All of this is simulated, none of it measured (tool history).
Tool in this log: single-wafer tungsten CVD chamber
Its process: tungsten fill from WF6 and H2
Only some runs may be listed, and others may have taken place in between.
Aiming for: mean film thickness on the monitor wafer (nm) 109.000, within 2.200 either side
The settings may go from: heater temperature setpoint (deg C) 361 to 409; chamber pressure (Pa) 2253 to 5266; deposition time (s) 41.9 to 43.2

run,day,heater temperature setpoint (deg C),chamber pressure (Pa),deposition time (s),mean film thickness on the monitor wafer (nm)
1,0.000,385,3760,41.9,86.156
2,0.350,385,4280,41.9,92.428
3,0.388,390,4280,41.9,101.310
4,0.438,391,4280,41.9,102.920
5,0.742,392,4280,41.9,104.480
6,0.879,388,4280,41.9,97.189
7,0.958,390,4280,41.9,100.930
8,1.067,391,4280,41.9,102.910
9,1.438,392,4280,41.9,105.000
10,1.721,393,4280,41.9,106.760

Next run, 4 choices. One meets every target within its allowed miss, the rest don't. Which?
A,2.004,390,5053,43.2,?
B,2.004,391,4360,41.9,?
C,2.004,393,4173,43.2,?
D,2.004,392,4000,41.9,?

move,mean film thickness on the monitor wafer (nm)
A,111.960
B,103.420
C,108.470
D,101.280
A: carries the result that was furthest off beyond its target, to the other side
B: lands further from the targets than the last run did
C: every result within its allowed miss
D: lands further from the targets than the last run did
Correct choice: C, which meets every target

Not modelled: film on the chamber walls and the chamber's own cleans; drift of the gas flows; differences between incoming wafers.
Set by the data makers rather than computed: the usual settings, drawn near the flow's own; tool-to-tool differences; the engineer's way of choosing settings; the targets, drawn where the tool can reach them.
